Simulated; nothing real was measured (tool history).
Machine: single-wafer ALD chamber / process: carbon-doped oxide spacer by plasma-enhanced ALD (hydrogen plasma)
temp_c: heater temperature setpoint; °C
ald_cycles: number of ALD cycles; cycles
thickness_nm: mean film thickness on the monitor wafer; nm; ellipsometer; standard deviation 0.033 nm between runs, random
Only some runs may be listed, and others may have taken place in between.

Run 1, hour 0: temp_c 380 °C, ald_cycles 195 cycles. Result: thickness_nm 9.6635 nm.
Run 2, hour 7.8: temp_c 380 °C, ald_cycles 185 cycles. Result: thickness_nm 9.1635 nm.
Run 3, hour 15.3: temp_c 385 °C, ald_cycles 185 cycles. Result: thickness_nm 9.141 nm.
Run 4, hour 20.1: temp_c 375 °C, ald_cycles 185 cycles. Result: thickness_nm 9.172 nm.
Run 5, hour 21.1: temp_c 375 °C, ald_cycles 183 cycles. Result: thickness_nm 9.0671 nm.
Run 6, hour 27.5: temp_c 375 °C, ald_cycles 181 cycles. Result: thickness_nm 8.9345 nm.
Run 7, hour 32.8: temp_c 375 °C, ald_cycles 180 cycles. Result: thickness_nm 8.9736 nm.
Run 8, hour 34.5: temp_c 375 °C, ald_cycles 178 cycles. Result: thickness_nm 8.833 nm.
Run 9, hour 35.6: temp_c 375 °C, ald_cycles 177 cycles. Result: thickness_nm 8.7193 nm.

Forecast run 10:
Run 10, hour 40.7: temp_c 375 °C, ald_cycles 176 cycles. Result: thickness_nm ?.

thickness_nm: 8.7082 nm
